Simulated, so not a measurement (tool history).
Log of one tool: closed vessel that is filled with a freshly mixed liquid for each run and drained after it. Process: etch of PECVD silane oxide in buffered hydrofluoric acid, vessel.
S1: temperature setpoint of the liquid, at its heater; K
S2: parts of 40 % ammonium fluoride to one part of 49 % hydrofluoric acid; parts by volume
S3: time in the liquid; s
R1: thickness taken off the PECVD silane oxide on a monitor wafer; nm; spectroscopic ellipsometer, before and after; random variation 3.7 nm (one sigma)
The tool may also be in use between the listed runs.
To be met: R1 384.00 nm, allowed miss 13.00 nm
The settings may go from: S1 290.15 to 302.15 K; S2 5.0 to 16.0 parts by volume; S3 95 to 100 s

| run | hour | S1 | S2 | S3 | R1 |
|---|---|---|---|---|---|
| 1 | 0.0 | 294.15 | 9.5 | 95 | 218.81 |
| 2 | 8.7 | 292.15 | 9.5 | 95 | 196.19 |
| 3 | 12.4 | 294.15 | 9.0 | 95 | 232.67 |
| 4 | 13.4 | 295.65 | 9.0 | 95 | 245.85 |
| 5 | 20.4 | 295.65 | 10.5 | 95 | 217.25 |
| 6 | 26.8 | 299.15 | 10.5 | 95 | 271.37 |
| 7 | 29.6 | 299.65 | 10.0 | 95 | 285.80 |
| 8 | 38.1 | 300.15 | 9.5 | 95 | 304.05 |
| 9 | 43.1 | 300.65 | 9.0 | 95 | 323.44 |
| 10 | 45.4 | 301.15 | 9.0 | 95 | 327.93 |
| 11 | 52.3 | 302.15 | 7.5 | 95 | 423.86 |

4 next moves are on the table. One of them brings every result within its allowed miss. Which?
| A | 59.2 | 301.15 | 7.0 | 100 | ? |
| B | 59.2 | 300.65 | 6.0 | 95 | ? |
| C | 59.2 | 302.15 | 7.0 | 100 | ? |
| D | 59.2 | 300.65 | 8.0 | 100 | ? |

| move | R1 |
|---|---|
| A | 455.12 |
| B | 481.13 |
| C | 479.82 |
| D | 383.70 |
A: further off than the last run
B: further off than the last run
C: further off than the last run
D: meets every target
Answer: D
